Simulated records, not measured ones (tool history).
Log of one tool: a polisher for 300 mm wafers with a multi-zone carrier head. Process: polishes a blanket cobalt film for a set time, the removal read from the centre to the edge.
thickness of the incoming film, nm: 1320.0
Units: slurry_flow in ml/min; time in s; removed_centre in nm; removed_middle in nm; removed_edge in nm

{"run": 1, "hour": 0.0, "slurry_flow": 190, "centre_zone": 1.0, "middle_zone": 1.0, "edge_zone": 1.0, "time": 61, "removed_centre": 286.07, "removed_middle": 297.3, "removed_edge": 285.21}
{"run": 2, "hour": 3.6, "slurry_flow": 200, "centre_zone": 0.98, "middle_zone": 0.99, "edge_zone": 1.05, "time": 62, "removed_centre": 290.0, "removed_middle": 300.42, "removed_edge": 298.07}
{"run": 3, "hour": 5.8, "slurry_flow": 200, "centre_zone": 1.02, "middle_zone": 0.99, "edge_zone": 1.05, "time": 62, "removed_centre": 297.18, "removed_middle": 298.4, "removed_edge": 291.6}
{"run": 4, "hour": 9.2, "slurry_flow": 235, "centre_zone": 1.02, "middle_zone": 0.99, "edge_zone": 1.05, "time": 62, "removed_centre": 303.41, "removed_middle": 310.97, "removed_edge": 298.78}
{"run": 5, "hour": 15.5, "slurry_flow": 235, "centre_zone": 0.99, "middle_zone": 0.98, "edge_zone": 1.08, "time": 63, "removed_centre": 304.18, "removed_middle": 314.36, "removed_edge": 309.98}
{"run": 6, "hour": 23.5, "slurry_flow": 235, "centre_zone": 1.07, "middle_zone": 0.98, "edge_zone": 1.08, "time": 63, "removed_centre": 326.08, "removed_middle": 315.16, "removed_edge": 311.69}
{"run": 7, "hour": 25.5, "slurry_flow": 230, "centre_zone": 1.02, "middle_zone": 0.97, "edge_zone": 1.11, "time": 64, "removed_centre": 316.1, "removed_middle": 308.58, "removed_edge": 316.48}
{"run": 8, "hour": 30.0, "slurry_flow": 230, "centre_zone": 0.98, "middle_zone": 0.97, "edge_zone": 1.13, "time": 65, "removed_centre": 307.19, "removed_middle": 313.89, "removed_edge": 331.2}

The next listed run, before its measurement:
{"run": 9, "hour": 37.0, "slurry_flow": 230, "centre_zone": 0.97, "middle_zone": 0.98, "edge_zone": 1.14, "time": 65, "removed_centre": "?", "removed_middle": "?", "removed_edge": "?"}

removed_centre: 305.36 nm
removed_middle: 311.47 nm
removed_edge: 332.04 nm

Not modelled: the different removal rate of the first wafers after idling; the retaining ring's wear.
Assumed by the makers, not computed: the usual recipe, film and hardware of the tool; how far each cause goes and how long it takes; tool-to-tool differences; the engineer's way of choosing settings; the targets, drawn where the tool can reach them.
